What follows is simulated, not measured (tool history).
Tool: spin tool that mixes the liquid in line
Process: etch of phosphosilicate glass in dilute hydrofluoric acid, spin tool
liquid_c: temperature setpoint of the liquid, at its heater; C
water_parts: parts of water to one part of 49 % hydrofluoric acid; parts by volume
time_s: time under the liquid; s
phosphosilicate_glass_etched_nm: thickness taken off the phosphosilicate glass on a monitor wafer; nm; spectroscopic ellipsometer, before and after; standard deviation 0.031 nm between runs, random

run,hour,liquid_c,water_parts,time_s,phosphosilicate_glass_etched_nm
1,0.0,21,80,15,16.866
2,7.8,20,90,15,14.387
3,11.0,20,65,15,20.403
4,18.5,19,80,15,15.658
5,26.5,17,80,15,14.411
6,28.9,17,90,15,12.621
7,36.6,17,100,15,11.252
8,40.3,17,105,15,10.639

Estimate the outcome of run 9 from the log above:
9,46.0,17,110,15,?

phosphosilicate_glass_etched_nm: 10.161 nm
